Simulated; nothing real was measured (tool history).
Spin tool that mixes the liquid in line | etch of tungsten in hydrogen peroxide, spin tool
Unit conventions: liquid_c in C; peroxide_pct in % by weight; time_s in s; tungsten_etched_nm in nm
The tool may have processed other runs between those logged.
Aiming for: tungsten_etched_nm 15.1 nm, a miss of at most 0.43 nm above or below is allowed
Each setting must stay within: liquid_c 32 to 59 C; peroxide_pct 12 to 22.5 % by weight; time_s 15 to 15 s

run  hour  liquid_c  peroxide_pct  time_s  tungsten_etched_nm
  1     0        43          15.5      15              18.123
  2   2.9        43          15.5      15              18.121
  3   6.3        43          17.5      15              19.391
  4  12.7      36.5          17.5      15              12.684
  5  13.9      37.5          17.5      15              13.624
  6  18.7        32          17.5      15              9.4102
  7  22.2      34.5          17.5      15               11.19
  8  25.1        36          17.5      15              12.238
       30  -- peroxide flow meter replaced
  9    30        37          17.5      15              12.484
 10  33.4        38          17.5      15              13.503

Which of these 4 next moves meets every target?
  A  36.8        40            17      15                   ?
  B  36.8        40          15.5      15                   ?
  C  36.8        34            19      15                   ?
  D  36.8        38          16.5      15                   ?

move  tungsten_etched_nm
   A              15.221
   B              14.534
   C              10.807
   D              13.154
A: every result lands within tolerance
B: nearer the targets than the last run, but a result is still out of spec
C: moves away from the targets compared with the last run
D: moves away from the targets compared with the last run
So the answer is move A, the one that meets all the targets.
